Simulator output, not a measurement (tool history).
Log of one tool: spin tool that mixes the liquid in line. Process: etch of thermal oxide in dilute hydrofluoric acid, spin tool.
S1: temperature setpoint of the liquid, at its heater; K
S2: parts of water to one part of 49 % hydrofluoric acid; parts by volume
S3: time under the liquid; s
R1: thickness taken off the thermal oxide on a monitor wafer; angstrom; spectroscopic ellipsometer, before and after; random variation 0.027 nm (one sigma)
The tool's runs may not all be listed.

run  hour      S1   S2   S3      R1
  1   0.0  298.15  225  300  63.180
  2   1.6  298.15  260  300  52.717
  3   9.6  299.65  260  300  55.192
  4  11.1  299.65  230  300  65.189
  5  15.4  299.65  290  300  48.288
  6  23.9  299.65  290  320  51.546
  7  25.3  297.15  290  320  46.770

The next listed run, before its measurement:
  8  32.6  295.65  290  320   ?

{"run 8": {"R1": 44.746}}

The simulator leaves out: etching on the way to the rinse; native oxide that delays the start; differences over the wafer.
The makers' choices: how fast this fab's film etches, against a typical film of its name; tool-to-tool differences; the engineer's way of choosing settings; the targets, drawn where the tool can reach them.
